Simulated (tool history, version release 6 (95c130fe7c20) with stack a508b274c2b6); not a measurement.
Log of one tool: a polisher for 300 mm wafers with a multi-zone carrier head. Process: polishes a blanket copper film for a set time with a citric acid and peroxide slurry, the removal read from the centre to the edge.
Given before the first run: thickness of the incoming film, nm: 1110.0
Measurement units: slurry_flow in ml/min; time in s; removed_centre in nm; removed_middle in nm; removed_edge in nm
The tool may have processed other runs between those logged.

run	hour	slurry_flow	centre_zone	middle_zone	edge_zone	slurry_solids	time	removed_centre	removed_middle	removed_edge
1	0	290	1	1	1	1	40	120.61	121.48	121.81
2	0.7	300	1.06	0.99	1.04	1.15	41	139.36	125.29	130.81
3	6	300	1.06	0.99	1.04	1.25	41	141.45	128.99	134.29
4	11.9	300	1.06	0.95	1.04	1.25	41	142.12	126.84	132.9
5	18.6	310	1.09	0.97	1.08	1.35	41	146.07	125.89	138.75
6	20.6	315	1.12	0.98	1.08	1.4	42	154.55	136.28	144.59
7	27.4	320	1.14	0.96	1.08	1.45	43	165.4	136.84	147.49
8	30.7	325	1.15	0.96	1.09	1.45	43	163.4	133.75	150.74
9	33.8	325	1.16	0.96	1.08	1.45	43	166.13	135.65	146.9
10	38.4	325	1.17	0.96	1.09	1.45	43	167.37	134.71	148.92
11	41	330	1.18	0.96	1.09	1.45	43	170.66	137.72	146
# hour 49.8: worn pad replaced by a new one
12	49.8	330	1.18	0.96	1.1	1.45	43	189.07	147.36	161.48
13	55.8	330	1.18	0.96	1.1	1.45	43	185.46	150.11	162.18
14	64.3	310	1.18	0.95	1.1	1.45	43	183.8	145.26	162.08

Estimate the outcome of run 15 from the log above:
15	73	320	1.18	0.95	1.1	1.45	43	?	?	?

{"run 15": {"removed_centre": 183.53, "removed_middle": 147.95, "removed_edge": 162.29}}
